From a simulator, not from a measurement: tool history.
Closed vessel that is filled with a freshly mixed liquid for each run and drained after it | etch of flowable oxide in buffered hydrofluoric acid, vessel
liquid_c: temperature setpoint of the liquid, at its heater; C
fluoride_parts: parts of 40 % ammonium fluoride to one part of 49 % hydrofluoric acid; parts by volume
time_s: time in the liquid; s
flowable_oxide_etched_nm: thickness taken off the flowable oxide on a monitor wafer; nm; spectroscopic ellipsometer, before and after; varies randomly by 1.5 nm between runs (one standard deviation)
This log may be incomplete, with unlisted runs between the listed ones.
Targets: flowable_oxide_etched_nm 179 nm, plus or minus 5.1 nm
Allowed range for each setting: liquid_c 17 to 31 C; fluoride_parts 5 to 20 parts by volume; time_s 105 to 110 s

run,day,liquid_c,fluoride_parts,time_s,flowable_oxide_etched_nm
1,0,23,12,105,247.25
2,0.175,23,10,105,295.93
3,0.383,23,11.5,105,254.47
4,0.554,23,11.5,105,259.08
5,0.762,22.5,11.5,105,251.16
6,1.125,22,11.5,105,244.15
7,1.358,21.5,11.5,105,236.83
8,1.725,21,11.5,105,229.06
9,1.9,20.5,11.5,105,223.28

Exercise: of the 4 proposed moves below, exactly one satisfies all targets within the stated allowed misses. Which move is it?
A,2.075,20.5,14.5,105,?
B,2.075,20,10,105,?
C,2.075,19.5,12.5,105,?
D,2.075,17,8,110,?

move,flowable_oxide_etched_nm
A,177.12
B,247.72
C,193.72
D,265.99
A: in spec on every target
B: the biggest miss grows against the last run
C: gains on the last run, yet a result remains outside its allowed miss
D: the biggest miss grows against the last run
A is the move that brings every result within its allowed miss.

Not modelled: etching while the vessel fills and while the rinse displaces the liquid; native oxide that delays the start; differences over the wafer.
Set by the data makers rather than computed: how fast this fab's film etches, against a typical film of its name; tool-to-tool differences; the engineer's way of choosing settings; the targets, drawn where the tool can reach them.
